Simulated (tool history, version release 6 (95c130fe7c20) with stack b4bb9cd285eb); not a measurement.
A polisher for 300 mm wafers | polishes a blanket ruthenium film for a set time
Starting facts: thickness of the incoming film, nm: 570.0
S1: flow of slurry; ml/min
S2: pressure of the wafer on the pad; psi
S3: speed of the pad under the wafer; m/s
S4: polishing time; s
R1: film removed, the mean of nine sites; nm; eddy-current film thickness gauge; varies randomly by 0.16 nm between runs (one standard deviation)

run	hour	S1	S2	S3	S4	R1
1	0.0	190	1.3	1.02	43	34.577
2	1.7	190	1.2	1.00	43	31.365
3	8.4	190	1.0	1.00	43	26.550
4	13.3	190	1.0	1.00	43	26.453
5	21.7	220	1.0	1.00	43	26.760
6	26.7	195	1.0	1.00	43	26.688
7	29.5	195	1.0	0.98	43	26.027
8	31.1	195	1.0	0.96	43	25.389
9	34.6	195	1.0	0.94	43	24.528

Forecast run 10:
10	35.4	195	1.0	0.92	43	?

{"run 10": {"R1": 24.754}}
